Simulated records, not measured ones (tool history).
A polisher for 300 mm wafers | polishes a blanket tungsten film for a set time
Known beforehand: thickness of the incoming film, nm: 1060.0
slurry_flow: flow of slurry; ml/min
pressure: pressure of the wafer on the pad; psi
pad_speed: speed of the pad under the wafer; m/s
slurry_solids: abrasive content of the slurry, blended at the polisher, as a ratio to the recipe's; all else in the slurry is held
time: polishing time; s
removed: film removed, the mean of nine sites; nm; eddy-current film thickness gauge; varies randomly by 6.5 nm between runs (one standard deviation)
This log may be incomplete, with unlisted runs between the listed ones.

run	hour	slurry_flow	pressure	pad_speed	slurry_solids	time	removed
1	0	240	2.5	1.4	1	118	503.19
2	1.9	240	2.5	1.16	1	118	411.65
3	9.6	240	2.5	1.16	1.1	118	425.18
4	16.7	240	2.8	1.16	1.1	118	473.81
5	19.3	205	2.8	1.16	1.1	118	461.8
6	20.7	165	2.8	1.16	1.1	118	429.34
7	23.4	200	2.9	1.16	1.1	118	478.46
8	29.6	270	3.3	1.16	1.1	118	560.98

Forecast run 9:
9	35.4	275	3.4	1.16	1.1	118	?

Run 9 gave removed 590.66 nm.
